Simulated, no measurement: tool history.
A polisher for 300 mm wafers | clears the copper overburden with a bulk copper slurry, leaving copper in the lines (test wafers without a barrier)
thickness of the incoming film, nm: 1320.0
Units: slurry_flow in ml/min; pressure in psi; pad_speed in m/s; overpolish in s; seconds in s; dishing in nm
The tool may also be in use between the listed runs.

run 1 hour=0.0 | slurry_flow=300 pressure=2.4 pad_speed=1.38 slurry_solids=1.0 overpolish=27 | seconds=86.137 dishing=113.100
run 2 hour=2.9 | slurry_flow=240 pressure=2.4 pad_speed=1.38 slurry_solids=1.0 overpolish=27 | seconds=90.986 dishing=106.260
run 3 hour=10.8 | slurry_flow=240 pressure=2.4 pad_speed=1.18 slurry_solids=1.0 overpolish=27 | seconds=104.060 dishing=109.330
run 4 hour=11.7 | slurry_flow=285 pressure=2.4 pad_speed=1.18 slurry_solids=1.0 overpolish=27 | seconds=101.100 dishing=108.590
run 5 hour=17.7 | slurry_flow=285 pressure=1.9 pad_speed=1.18 slurry_solids=1.0 overpolish=27 | seconds=127.720 dishing=91.885
run 6 hour=21.2 | slurry_flow=285 pressure=2.3 pad_speed=1.18 slurry_solids=1.0 overpolish=27 | seconds=106.540 dishing=106.260
run 7 hour=29.9 | slurry_flow=290 pressure=2.1 pad_speed=1.12 slurry_solids=1.0 overpolish=31 | seconds=120.360 dishing=103.400

The next listed run, before its measurement:
run 8 hour=38.1 | slurry_flow=290 pressure=1.9 pad_speed=1.08 slurry_solids=1.0 overpolish=34 | seconds=? dishing=?

Run 8 gave seconds 136.360 s, dishing 95.705 nm.

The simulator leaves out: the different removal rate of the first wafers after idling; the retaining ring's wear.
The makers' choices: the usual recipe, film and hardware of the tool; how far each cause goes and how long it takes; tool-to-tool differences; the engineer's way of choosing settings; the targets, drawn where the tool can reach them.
